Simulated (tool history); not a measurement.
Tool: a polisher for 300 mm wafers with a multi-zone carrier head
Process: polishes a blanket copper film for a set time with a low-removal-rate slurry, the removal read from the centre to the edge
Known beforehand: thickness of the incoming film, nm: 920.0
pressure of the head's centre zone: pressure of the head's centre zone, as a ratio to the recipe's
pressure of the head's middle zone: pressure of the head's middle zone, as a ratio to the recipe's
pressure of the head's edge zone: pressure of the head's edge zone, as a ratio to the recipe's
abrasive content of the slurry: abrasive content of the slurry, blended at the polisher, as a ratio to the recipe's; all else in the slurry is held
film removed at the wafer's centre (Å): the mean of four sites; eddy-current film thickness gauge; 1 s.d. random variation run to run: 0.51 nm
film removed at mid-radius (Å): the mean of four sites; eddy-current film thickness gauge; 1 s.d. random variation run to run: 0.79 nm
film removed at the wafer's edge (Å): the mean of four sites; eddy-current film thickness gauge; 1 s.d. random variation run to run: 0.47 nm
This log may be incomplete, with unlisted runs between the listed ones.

run,hour,flow of slurry (ml/min),pressure of the head's centre zone,pressure of the head's middle zone,pressure of the head's edge zone,abrasive content of the slurry,polishing time (s),film removed at the wafer's centre (Å),film removed at mid-radius (Å),film removed at the wafer's edge (Å)
1,0,230,1,1,1,1,37,1043.3,1095.1,1077.4
2,8.3,225,0.97,0.99,0.98,0.9,34,929.05,966.91,949.21
3,11,225,0.97,0.99,0.94,0.9,34,913.19,974.89,935.4
4,16.1,210,0.94,0.99,0.95,0.85,31,813.24,861.66,836.62
5,22.1,200,0.92,1.01,0.98,0.8,29,697.24,798.28,786.72
6,30.7,165,0.92,1.01,0.98,0.8,29,679.6,804.53,774.39
7,35.5,165,0.91,1,0.97,0.75,27,618.1,706.43,699.2
8,42.7,150,0.81,1.03,0.87,0.5,23,430.33,559.6,499.55
9,47,155,0.81,1.02,0.88,0.5,23,430.72,546.02,509.24
10,53.8,160,0.81,1.01,0.88,0.5,23,432.02,543.69,512.83

Run 11, settings as shown, results not yet in. Your forecast:
11,58.1,165,0.81,1.01,0.88,0.5,23,?,?,?

film removed at the wafer's centre (Å): 433.77
film removed at mid-radius (Å): 563.77
film removed at the wafer's edge (Å): 525.73
